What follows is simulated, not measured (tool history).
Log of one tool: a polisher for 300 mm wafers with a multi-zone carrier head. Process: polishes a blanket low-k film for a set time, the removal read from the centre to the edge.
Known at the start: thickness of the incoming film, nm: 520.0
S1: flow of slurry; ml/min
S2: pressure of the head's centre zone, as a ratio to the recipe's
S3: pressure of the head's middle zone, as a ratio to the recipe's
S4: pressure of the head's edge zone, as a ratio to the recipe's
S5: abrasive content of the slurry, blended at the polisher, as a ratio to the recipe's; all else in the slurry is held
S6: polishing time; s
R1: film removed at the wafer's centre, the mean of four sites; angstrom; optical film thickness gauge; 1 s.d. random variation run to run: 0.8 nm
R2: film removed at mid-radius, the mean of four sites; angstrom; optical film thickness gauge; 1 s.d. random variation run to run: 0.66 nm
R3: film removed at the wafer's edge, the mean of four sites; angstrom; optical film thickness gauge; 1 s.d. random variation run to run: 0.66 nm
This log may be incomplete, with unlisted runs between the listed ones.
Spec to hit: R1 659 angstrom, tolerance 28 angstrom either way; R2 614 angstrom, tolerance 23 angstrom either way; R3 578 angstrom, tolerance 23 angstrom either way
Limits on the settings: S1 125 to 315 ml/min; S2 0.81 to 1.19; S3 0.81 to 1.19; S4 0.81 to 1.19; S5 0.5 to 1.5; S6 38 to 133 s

run	day	S1	S2	S3	S4	S5	S6	R1	R2	R3
1	0	205	1	1	1	1	85	517.47	501.24	508.18
2	0.1	205	1	1	1	1	97	594.13	580.9	590.28
3	0.25	210	1.02	1.01	0.99	1	97	605.99	571.7	582.24
4	0.388	215	1.03	1.03	0.98	1	97	608.15	593.61	577.72
5	0.508	215	1.03	1.03	0.98	1.2	97	660.01	640.04	622.02
6	0.746	215	1.04	1.03	0.97	1.2	97	654.52	642.95	622.74
7	1.033	215	1.05	1.03	0.96	1.2	97	672.02	632.65	618.84
8	1.267	215	1.05	1.03	0.95	1.2	97	669.38	627.47	601.32
9	1.404	215	1.05	1.03	0.94	1.2	97	671.01	650.19	607.56
10	1.596	215	1.05	1.02	0.94	1.2	97	663.91	632.59	622.1
11	1.879	215	1.06	1.03	0.94	1.2	97	667.23	647.95	609.58

Which single option among these 4 for the next run brings every result within its allowed miss of target? Just one does.
A	2.162	230	1.07	1.08	1.05	1.05	101	?	?	?
B	2.162	170	1.1	1.04	0.93	1.35	92	?	?	?
C	2.162	245	0.98	1.15	0.87	1.25	94	?	?	?
D	2.162	210	1.02	1.18	0.87	1.15	97	?	?	?

move	R1	R2	R3
A	677.09	667.74	642.22
B	666.75	623.16	591.71
C	627.58	713.12	592.42
D	636.14	711.36	580.94
A: moves away from the targets compared with the last run
B: hits every target within its allowed miss
C: moves away from the targets compared with the last run
D: moves away from the targets compared with the last run
B is the move that brings every result within its allowed miss.

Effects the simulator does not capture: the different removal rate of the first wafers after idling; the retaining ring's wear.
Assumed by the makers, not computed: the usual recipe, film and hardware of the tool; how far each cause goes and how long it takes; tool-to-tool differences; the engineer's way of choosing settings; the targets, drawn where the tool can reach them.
